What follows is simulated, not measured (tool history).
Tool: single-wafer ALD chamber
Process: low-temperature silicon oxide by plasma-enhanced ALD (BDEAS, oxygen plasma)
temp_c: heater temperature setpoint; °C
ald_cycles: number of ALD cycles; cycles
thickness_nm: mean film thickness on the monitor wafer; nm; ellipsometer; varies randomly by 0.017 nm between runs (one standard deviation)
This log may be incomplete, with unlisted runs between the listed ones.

{"run": 1, "hour": 0.0, "temp_c": 90, "ald_cycles": 44, "thickness_nm": 6.179}
{"run": 2, "hour": 3.4, "temp_c": 90, "ald_cycles": 48, "thickness_nm": 6.7348}
{"run": 3, "hour": 9.1, "temp_c": 90, "ald_cycles": 42, "thickness_nm": 5.9353}
{"run": 4, "hour": 17.0, "temp_c": 90, "ald_cycles": 47, "thickness_nm": 6.6179}
{"run": 5, "hour": 21.5, "temp_c": 90, "ald_cycles": 53, "thickness_nm": 7.4386}
{"run": 6, "hour": 26.5, "temp_c": 83, "ald_cycles": 53, "thickness_nm": 7.6227}
{"run": 7, "hour": 32.6, "temp_c": 85, "ald_cycles": 50, "thickness_nm": 7.1632}
{"run": 8, "hour": 39.3, "temp_c": 88, "ald_cycles": 48, "thickness_nm": 6.8281}
{"run": 9, "hour": 40.9, "temp_c": 100, "ald_cycles": 41, "thickness_nm": 5.5638}

Run 10, settings as shown, results not yet in. Your forecast:
{"run": 10, "hour": 42.1, "temp_c": 101, "ald_cycles": 40, "thickness_nm": "?"}

Run 10 produced thickness_nm 5.3937 nm.

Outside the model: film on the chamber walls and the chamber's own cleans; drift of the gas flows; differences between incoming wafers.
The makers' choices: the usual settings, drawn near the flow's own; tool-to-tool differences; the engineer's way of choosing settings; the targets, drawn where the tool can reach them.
